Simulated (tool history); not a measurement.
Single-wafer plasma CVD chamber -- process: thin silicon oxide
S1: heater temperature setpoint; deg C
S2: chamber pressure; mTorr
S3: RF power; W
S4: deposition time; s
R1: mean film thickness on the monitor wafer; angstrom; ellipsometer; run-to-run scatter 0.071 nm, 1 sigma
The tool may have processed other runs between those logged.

run    day   S1   S2   S3    S4      R1
  1      0  385  923  355  6.37   140.2
  2  0.158  385  923  310  6.37  133.49
  3  0.488  385  762  310  6.37   115.8
  4    0.8  385  818  310  6.37  121.94
  5  0.925  385  849  310  6.37  126.33
  6  1.154  385  928  310  6.37  134.35
  7  1.425  385  947  310  6.37  135.02

Predict the results of run 8:
  8  1.767  385  967  310  6.37   ?

{"run 8": {"R1": 138.66}}
